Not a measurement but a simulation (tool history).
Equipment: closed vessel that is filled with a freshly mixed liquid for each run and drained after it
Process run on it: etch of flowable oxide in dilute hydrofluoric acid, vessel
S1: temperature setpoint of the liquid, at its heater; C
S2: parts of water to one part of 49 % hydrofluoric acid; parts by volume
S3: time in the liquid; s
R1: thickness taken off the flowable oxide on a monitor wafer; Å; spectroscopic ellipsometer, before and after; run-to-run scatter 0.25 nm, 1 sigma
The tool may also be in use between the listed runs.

run  hour    S1   S2   S3      R1
  1   0.0  20.0  120  205  314.95
  2   8.5  23.5  120  205  357.73
  3  14.7  23.5   85  205  527.18
  4  17.1  23.5   60  205  769.56
  5  19.4  23.5   60  160  612.82
  6  22.6  22.0   65  160  516.88
  7  30.9  21.0   65  160  503.61
  8  38.5  20.0   65  160  480.48
  9  44.3  19.5   65  160  469.00
 10  51.6  19.0   65  160  460.97
 11  54.4  18.5   65  160  452.58
 12  59.4  18.0   65  160  441.19
 13  62.3  17.5   70  160  396.90

The next listed run, before its measurement:
 14  65.3  17.0  70  160   ?

Run 14 yielded R1 387.83 Å.
